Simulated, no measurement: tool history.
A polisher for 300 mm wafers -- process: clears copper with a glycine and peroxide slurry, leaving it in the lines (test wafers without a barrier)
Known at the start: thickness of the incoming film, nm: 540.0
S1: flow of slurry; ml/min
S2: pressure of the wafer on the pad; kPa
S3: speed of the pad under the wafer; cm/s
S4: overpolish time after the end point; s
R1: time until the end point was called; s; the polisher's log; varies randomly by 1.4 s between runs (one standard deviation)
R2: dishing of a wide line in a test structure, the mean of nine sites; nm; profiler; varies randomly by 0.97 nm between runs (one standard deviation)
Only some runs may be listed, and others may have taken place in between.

Run 1, hour 0: S1 155 ml/min, S2 17.2 kPa, S3 118 cm/s, S4 23 s. Result: R1 81.437 s, R2 60.603 nm.
Run 2, hour 1.5: S1 155 ml/min, S2 15.9 kPa, S3 118 cm/s, S4 23 s. Result: R1 84.411 s, R2 58.26 nm.
Run 3, hour 10: S1 155 ml/min, S2 15.9 kPa, S3 118 cm/s, S4 18 s. Result: R1 84.939 s, R2 51.588 nm.
Run 4, hour 18.5: S1 155 ml/min, S2 15.9 kPa, S3 118 cm/s, S4 26 s. Result: R1 84.154 s, R2 63.037 nm.
Run 5, hour 25: S1 120 ml/min, S2 15.9 kPa, S3 118 cm/s, S4 26 s. Result: R1 87.18 s, R2 61.98 nm.
Run 6, hour 31.8: S1 120 ml/min, S2 20 kPa, S3 118 cm/s, S4 26 s. Result: R1 77.679 s, R2 66.045 nm.

Run 7, settings as shown, results not yet in. Your forecast:
Run 7, hour 34.9: S1 115 ml/min, S2 15.2 kPa, S3 108 cm/s, S4 24 s. Result: R1 ?, R2 ?.

Run 7 yielded R1 94.787 s, R2 57.651 nm.
